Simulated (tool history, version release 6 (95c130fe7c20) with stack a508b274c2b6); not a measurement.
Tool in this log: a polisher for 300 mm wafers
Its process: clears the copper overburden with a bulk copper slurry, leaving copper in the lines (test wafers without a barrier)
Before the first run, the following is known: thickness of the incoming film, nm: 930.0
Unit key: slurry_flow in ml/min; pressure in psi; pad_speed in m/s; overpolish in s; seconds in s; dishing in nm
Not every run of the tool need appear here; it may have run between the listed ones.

{"run": 1, "hour": 0.0, "slurry_flow": 120, "pressure": 1.8, "pad_speed": 1.28, "slurry_solids": 1, "overpolish": 27, "seconds": 127.5, "dishing": 83.69}
{"run": 2, "hour": 4.4, "slurry_flow": 120, "pressure": 2, "pad_speed": 1.28, "slurry_solids": 1, "overpolish": 28, "seconds": 116.93, "dishing": 91.184}
{"run": 3, "hour": 6.6, "slurry_flow": 120, "pressure": 2.1, "pad_speed": 1.3, "slurry_solids": 1, "overpolish": 28, "seconds": 109.95, "dishing": 94.507}
{"run": 4, "hour": 11.9, "slurry_flow": 120, "pressure": 2.2, "pad_speed": 1.3, "slurry_solids": 1, "overpolish": 28, "seconds": 105.07, "dishing": 97.998}
{"run": 5, "hour": 13.8, "slurry_flow": 120, "pressure": 2.2, "pad_speed": 1.3, "slurry_solids": 1, "overpolish": 33, "seconds": 103.79, "dishing": 103.25}
{"run": 6, "hour": 21.9, "slurry_flow": 100, "pressure": 2.2, "pad_speed": 1.3, "slurry_solids": 1, "overpolish": 33, "seconds": 107.62, "dishing": 100.34}
{"run": 7, "hour": 24.3, "slurry_flow": 100, "pressure": 2.3, "pad_speed": 1.3, "slurry_solids": 1, "overpolish": 32, "seconds": 106.6, "dishing": 103.96}
{"run": 8, "hour": 27.0, "slurry_flow": 110, "pressure": 2.4, "pad_speed": 1.3, "slurry_solids": 1, "overpolish": 31, "seconds": 99.534, "dishing": 104.05}
{"run": 9, "hour": 28.3, "slurry_flow": 110, "pressure": 2.4, "pad_speed": 1.3, "slurry_solids": 1, "overpolish": 31, "seconds": 96.824, "dishing": 104.62}
{"run": 10, "hour": 35.5, "slurry_flow": 115, "pressure": 2.5, "pad_speed": 1.3, "slurry_solids": 1, "overpolish": 31, "seconds": 92.716, "dishing": 102.91}

Run 11 has not been measured yet. What should we expect?
{"run": 11, "hour": 43.7, "slurry_flow": 115, "pressure": 2.5, "pad_speed": 1.3, "slurry_solids": 1, "overpolish": 33, "seconds": "?", "dishing": "?"}

Run 11 produced seconds 92.373 s, dishing 106.3 nm.
